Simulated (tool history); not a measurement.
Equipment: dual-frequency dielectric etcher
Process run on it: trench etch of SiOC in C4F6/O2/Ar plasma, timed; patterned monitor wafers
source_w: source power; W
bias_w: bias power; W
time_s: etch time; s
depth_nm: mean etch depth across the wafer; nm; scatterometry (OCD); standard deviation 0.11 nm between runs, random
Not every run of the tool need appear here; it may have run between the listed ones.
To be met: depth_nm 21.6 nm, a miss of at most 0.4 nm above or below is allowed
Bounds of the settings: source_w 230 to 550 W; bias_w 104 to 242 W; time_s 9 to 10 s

run	hour	source_w	bias_w	time_s	depth_nm
1	0	390	173	10	19.302
2	3.2	400	174	10	19.442
3	8.1	400	174	9	17.446
4	13.5	400	174	10	19.558
5	19.6	400	174	10	19.391
6	20.8	410	175	10	19.58
7	22.5	490	184	10	21.144
8	26.9	500	185	10	21.173
9	28.2	500	185	10	21.147

5 next moves are on the table. One of them brings every result within its allowed miss. Which?
A	29.5	480	213	9.5	?
B	29.5	510	197	9.5	?
C	29.5	460	185	10	?
D	29.5	470	175	10	?
E	29.5	550	187	10	?

move	depth_nm
A	21.139
B	20.836
C	20.819
D	20.488
E	21.942
A: no better and no worse than the last run
B: its largest miss is bigger than the last run's
C: its largest miss is bigger than the last run's
D: its largest miss is bigger than the last run's
E: meets every target
The move that meets every target is E.
